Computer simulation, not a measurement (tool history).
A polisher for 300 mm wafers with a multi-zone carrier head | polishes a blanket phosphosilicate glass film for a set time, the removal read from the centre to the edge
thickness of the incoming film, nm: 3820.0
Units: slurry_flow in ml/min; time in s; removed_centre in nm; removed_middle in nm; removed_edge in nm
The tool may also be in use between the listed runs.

run	hour	slurry_flow	centre_zone	middle_zone	edge_zone	slurry_solids	time	removed_centre	removed_middle	removed_edge
1	0	175	1	1	1	1	31	396.19	407.62	395.19
2	8.2	175	1	1	1	1	25	317.4	328.31	314.01
3	14.9	175	1	0.93	1	1	25	322.28	310.74	322.1
4	21	175	1	0.93	1	1	20	253.73	251.64	255.56
5	25.2	175	1.07	0.93	1	1	20	276.75	245.57	254.47
6	28.3	180	1.04	0.93	1.04	1.1	21	296.06	274.07	289.38
7	32.1	190	1.02	0.94	1.07	1.2	22	310.47	306.29	323.63
8	33.6	195	1.02	0.95	1.09	1.25	23	343.26	330.64	344.79
9	39.1	200	1	0.95	1.11	1.3	23	344.09	335.18	350.72
10	47.3	190	0.98	0.95	1.12	1.35	24	353.62	354.63	376.07
11	52.3	190	0.96	0.95	1.14	1.4	24	350.48	352.7	390.84

The next listed run, before its measurement:
12	58.5	195	0.95	0.96	1.15	1.4	24	?	?	?

Run 12 gave removed_centre 349.6 nm, removed_middle 360.64 nm, removed_edge 386.44 nm.

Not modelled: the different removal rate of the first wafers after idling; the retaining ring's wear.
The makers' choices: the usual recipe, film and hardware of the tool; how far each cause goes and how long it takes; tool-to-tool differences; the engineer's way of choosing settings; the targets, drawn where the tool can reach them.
